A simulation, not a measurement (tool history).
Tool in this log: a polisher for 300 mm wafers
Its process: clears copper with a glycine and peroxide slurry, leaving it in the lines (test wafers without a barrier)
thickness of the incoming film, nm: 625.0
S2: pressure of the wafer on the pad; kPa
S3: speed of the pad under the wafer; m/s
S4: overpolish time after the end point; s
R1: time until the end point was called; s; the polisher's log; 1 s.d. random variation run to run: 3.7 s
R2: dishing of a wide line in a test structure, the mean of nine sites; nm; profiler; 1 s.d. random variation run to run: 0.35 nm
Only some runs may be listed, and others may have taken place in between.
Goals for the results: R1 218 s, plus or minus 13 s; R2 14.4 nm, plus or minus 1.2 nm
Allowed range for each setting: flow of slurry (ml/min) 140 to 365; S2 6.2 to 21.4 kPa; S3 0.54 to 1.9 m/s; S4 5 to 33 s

Run 1, hour 0: flow of slurry (ml/min) 235, S2 13.8 kPa, S3 1.22 m/s, S4 17 s. Result: R1 150.76 s, R2 42.007 nm.
Run 2, hour 0.8: flow of slurry (ml/min) 225, S2 12.4 kPa, S3 1.22 m/s, S4 15 s. Result: R1 161.67 s, R2 34.506 nm.
Run 3, hour 2.7: flow of slurry (ml/min) 215, S2 11 kPa, S3 1.22 m/s, S4 13 s. Result: R1 181.31 s, R2 28.737 nm.
Run 4, hour 10: flow of slurry (ml/min) 200, S2 10.3 kPa, S3 1.26 m/s, S4 11 s. Result: R1 191.13 s, R2 23.77 nm.
Run 5, hour 14.3: flow of slurry (ml/min) 245, S2 10.3 kPa, S3 1.26 m/s, S4 11 s. Result: R1 183.34 s, R2 24.797 nm.
Run 6, hour 18: flow of slurry (ml/min) 245, S2 9.7 kPa, S3 1.3 m/s, S4 10 s. Result: R1 189.78 s, R2 22.775 nm.
Run 7, hour 21.1: flow of slurry (ml/min) 240, S2 9 kPa, S3 1.34 m/s, S4 9 s. Result: R1 189.22 s, R2 19.383 nm.
Run 8, hour 23.1: flow of slurry (ml/min) 240, S2 8.3 kPa, S3 1.34 m/s, S4 9 s. Result: R1 210.02 s, R2 18.79 nm.
Run 9, hour 29.4: flow of slurry (ml/min) 225, S2 9 kPa, S3 1.14 m/s, S4 5 s. Result: R1 216.27 s, R2 10.833 nm.

5 next moves are on the table. One of them brings every result within its allowed miss. Which?
Run A, hour 35.7: flow of slurry (ml/min) 240, S2 11 kPa, S3 0.98 m/s, S4 5 s. Result: R1 ?, R2 ?.
Run B, hour 35.7: flow of slurry (ml/min) 240, S2 9 kPa, S3 1.16 m/s, S4 8 s. Result: R1 ?, R2 ?.
Run C, hour 35.7: flow of slurry (ml/min) 175, S2 9 kPa, S3 1.26 m/s, S4 7 s. Result: R1 ?, R2 ?.
Run D, hour 35.7: flow of slurry (ml/min) 220, S2 9.7 kPa, S3 1 m/s, S4 9 s. Result: R1 ?, R2 ?.
Run E, hour 35.7: flow of slurry (ml/min) 230, S2 6.9 kPa, S3 1.32 m/s, S4 5 s. Result: R1 ?, R2 ?.

move      R1      R2
   A  208.28  10.794
   B  214.23  16.102
   C  211.44  14.422
   D   228.4  16.971
   E  236.55  9.4986
A: as far off as the last run
B: moves the result that the last run missed by most past its target, out the other side
C: all results land within tolerance of their targets
D: moves the result that the last run missed by most past its target, out the other side
E: misses by more than the last run did
Correct choice: C, which meets every target
